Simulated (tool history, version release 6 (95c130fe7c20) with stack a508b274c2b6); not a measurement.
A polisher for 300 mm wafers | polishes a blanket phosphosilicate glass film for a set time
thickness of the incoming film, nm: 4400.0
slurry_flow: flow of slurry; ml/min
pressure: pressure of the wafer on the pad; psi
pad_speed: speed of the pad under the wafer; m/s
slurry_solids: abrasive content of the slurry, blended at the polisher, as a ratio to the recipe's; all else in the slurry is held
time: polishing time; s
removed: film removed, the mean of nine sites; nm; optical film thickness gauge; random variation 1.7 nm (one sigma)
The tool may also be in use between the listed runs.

run  hour  slurry_flow  pressure  pad_speed  slurry_solids  time  removed
  1   0.0          220       2.2       1.04           1.00    40   204.85
  2   6.4          220       2.0       1.04           1.00    40   184.96
  3  11.6          220       2.0       1.04           0.85    40   170.37
  4  15.4          220       1.6       1.04           0.85    40   137.30
  5  22.4          220       1.6       1.04           0.85    35   120.92
  6  28.9          220       1.6       1.04           0.85    35   118.16
  7  32.6          220       1.7       1.04           0.85    35   128.34
  8  34.1          220       1.8       1.04           0.85    35   132.58
  9  37.9          220       1.9       1.04           0.85    35   144.04

Run 10 comes next. What will it give?
 10  43.1          220       1.9       1.04           0.85    35        ?

Run 10 gave removed 140.53 nm.
